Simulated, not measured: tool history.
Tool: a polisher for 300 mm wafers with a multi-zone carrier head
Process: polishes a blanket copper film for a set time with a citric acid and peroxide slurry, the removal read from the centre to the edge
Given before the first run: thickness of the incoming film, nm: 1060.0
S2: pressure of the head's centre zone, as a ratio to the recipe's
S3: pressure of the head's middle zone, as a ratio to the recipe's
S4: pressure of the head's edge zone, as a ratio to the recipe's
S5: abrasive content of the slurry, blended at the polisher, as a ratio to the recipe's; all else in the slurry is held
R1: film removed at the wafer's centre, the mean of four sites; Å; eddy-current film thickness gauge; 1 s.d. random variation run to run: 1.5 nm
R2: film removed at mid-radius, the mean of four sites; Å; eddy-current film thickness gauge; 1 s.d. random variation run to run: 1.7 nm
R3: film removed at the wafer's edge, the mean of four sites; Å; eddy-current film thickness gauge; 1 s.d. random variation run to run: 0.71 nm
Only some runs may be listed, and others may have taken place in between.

{"run": 1, "hour": 0.0, "flow of slurry (ml/min)": 210, "S2": 1, "S3": 1, "S4": 1, "S5": 1, "polishing time (s)": 43, "R1": 1367, "R2": 1353.6, "R3": 1377.3}
{"run": 2, "hour": 7.2, "flow of slurry (ml/min)": 210, "S2": 1, "S3": 1.05, "S4": 1, "S5": 1, "polishing time (s)": 43, "R1": 1372.5, "R2": 1407.1, "R3": 1369.8}
{"run": 3, "hour": 14.2, "flow of slurry (ml/min)": 210, "S2": 1, "S3": 1.05, "S4": 1, "S5": 0.9, "polishing time (s)": 43, "R1": 1318.4, "R2": 1380.2, "R3": 1316.7}
{"run": 4, "hour": 18.2, "flow of slurry (ml/min)": 210, "S2": 0.94, "S3": 1.05, "S4": 1, "S5": 0.9, "polishing time (s)": 43, "R1": 1220.1, "R2": 1337.3, "R3": 1333.3}
{"run": 5, "hour": 25.4, "flow of slurry (ml/min)": 210, "S2": 0.94, "S3": 1.12, "S4": 1, "S5": 0.9, "polishing time (s)": 43, "R1": 1236.6, "R2": 1471, "R3": 1339.4}
{"run": 6, "hour": 31.6, "flow of slurry (ml/min)": 210, "S2": 0.94, "S3": 1.17, "S4": 1, "S5": 0.9, "polishing time (s)": 43, "R1": 1223.7, "R2": 1549.4, "R3": 1329}

What does the tool deliver on the next run?
{"run": 7, "hour": 34.0, "flow of slurry (ml/min)": 205, "S2": 0.95, "S3": 1.14, "S4": 0.98, "S5": 0.85, "polishing time (s)": 43, "R1": "?", "R2": "?", "R3": "?"}

Run 7 came out at R1 1203.9 Å, R2 1458 Å, R3 1309.6 Å.
